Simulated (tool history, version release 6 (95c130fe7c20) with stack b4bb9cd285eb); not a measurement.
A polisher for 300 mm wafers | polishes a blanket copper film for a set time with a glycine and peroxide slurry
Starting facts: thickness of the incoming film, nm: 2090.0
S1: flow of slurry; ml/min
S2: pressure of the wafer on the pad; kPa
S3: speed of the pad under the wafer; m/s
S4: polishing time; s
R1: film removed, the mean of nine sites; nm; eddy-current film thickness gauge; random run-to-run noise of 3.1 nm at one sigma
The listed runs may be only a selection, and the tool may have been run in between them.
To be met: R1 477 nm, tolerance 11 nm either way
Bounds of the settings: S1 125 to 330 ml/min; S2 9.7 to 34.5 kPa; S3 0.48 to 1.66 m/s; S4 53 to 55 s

run	hour	S1	S2	S3	S4	R1
1	0	210	22.1	1.06	53	409.8
2	1.1	210	22.1	0.82	53	332.15
3	5	210	22.1	1.04	53	404.4
4	12.6	155	22.1	1.04	53	392.04
5	18.4	160	22.8	1.04	53	398.95
# hour 19.7: head pressure recalibrated
6	19.7	160	22.8	1.04	53	370.85
7	24.1	175	22.8	1.04	53	373.13
8	24.6	190	23.4	1.06	53	393.35
9	33.4	195	23.4	1.08	53	398.45
10	37.8	195	23.4	1.12	53	411.45
11	41.9	200	24.8	1.14	53	440.33

Exactly one of the 5 candidate moves below puts every result within its allowed miss. Which one?
A	46	215	24.8	1.16	54	?
B	46	135	22.1	1.28	55	?
C	46	195	26.2	1.14	55	?
D	46	230	24.1	1.04	54	?
E	46	210	25.5	1.24	54	?

move	R1
A	461.96
B	445.72
C	480.01
D	413.25
E	499.92
A: moves toward the targets from the last run without getting all of them in spec
B: moves toward the targets from the last run without getting all of them in spec
C: every result lands within tolerance
D: further off than the last run
E: takes the biggest miss from the last run beyond its target
Correct choice: C, which meets every target
